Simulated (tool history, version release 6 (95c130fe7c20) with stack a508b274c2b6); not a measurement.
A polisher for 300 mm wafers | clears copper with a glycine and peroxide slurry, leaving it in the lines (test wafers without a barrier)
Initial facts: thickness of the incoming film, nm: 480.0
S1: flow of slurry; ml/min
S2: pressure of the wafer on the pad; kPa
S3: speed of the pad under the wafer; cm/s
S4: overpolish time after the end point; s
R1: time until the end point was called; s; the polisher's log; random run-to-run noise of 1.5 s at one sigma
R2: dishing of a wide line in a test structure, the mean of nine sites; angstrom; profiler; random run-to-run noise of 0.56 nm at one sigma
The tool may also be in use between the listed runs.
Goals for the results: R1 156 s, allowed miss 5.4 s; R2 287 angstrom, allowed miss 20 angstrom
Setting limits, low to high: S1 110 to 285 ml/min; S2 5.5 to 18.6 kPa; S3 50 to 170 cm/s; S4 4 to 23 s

run	day	S1	S2	S3	S4	R1	R2
1	0	180	11.7	110	12	108.56	313.6
2	0.288	175	10.3	110	13	118.43	313.04
3	0.562	135	10.3	110	13	121.83	297.89
4	0.767	135	9.7	110	14	129.08	311.03
5	0.829	135	8.3	110	14	138.73	293.89
6	0.988	135	5.5	110	14	161.99	251.79
7	1.329	140	5.5	110	14	160.3	261.27
8	1.354	145	5.5	110	14	161.75	253.67

Consider the 5 candidate settings below. Which is the only one whose results all fall within their allowed miss of target?
A	1.379	160	5.5	110	13	?	?
B	1.379	125	6.2	96	19	?	?
C	1.379	145	6.2	108	16	?	?
D	1.379	130	6.2	108	13	?	?
E	1.379	135	5.5	102	11	?	?

move	R1	R2
A	156.17	248.61
B	172.12	311.97
C	154.09	296.22
D	157.81	247.49
E	169.76	203.15
A: further off than the last run
B: takes the biggest miss from the last run beyond its target
C: hits every target within its allowed miss
D: further off than the last run
E: further off than the last run
Answer: C
